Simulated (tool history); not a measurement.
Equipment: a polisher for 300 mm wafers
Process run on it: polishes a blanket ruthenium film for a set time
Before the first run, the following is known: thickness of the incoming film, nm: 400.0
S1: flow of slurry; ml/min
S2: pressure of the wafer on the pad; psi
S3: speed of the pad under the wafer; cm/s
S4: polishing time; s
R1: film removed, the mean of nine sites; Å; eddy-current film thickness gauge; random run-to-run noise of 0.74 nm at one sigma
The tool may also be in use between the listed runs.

run,day,S1,S2,S3,S4,R1
1,0,145,2.2,98,117,1566.6
2,0.175,145,2.2,98,123,1638.2
3,0.321,145,2.7,98,123,1972.2
4,0.542,145,2.4,98,123,1776.2
5,0.842,140,2,98,123,1499.4
6,0.962,140,2,88,123,1335.8
7,0.996,130,1.8,88,123,1195.1
8,1.212,120,1.7,88,123,1117.9
9,1.279,115,1.7,88,123,1121.6
10,1.467,105,1.4,88,123,913.05
11,1.842,110,1.4,88,123,917.33

Run 12, settings as shown, results not yet in. Your forecast:
12,1.958,115,1.4,88,123,?

R1: 932.24 Å
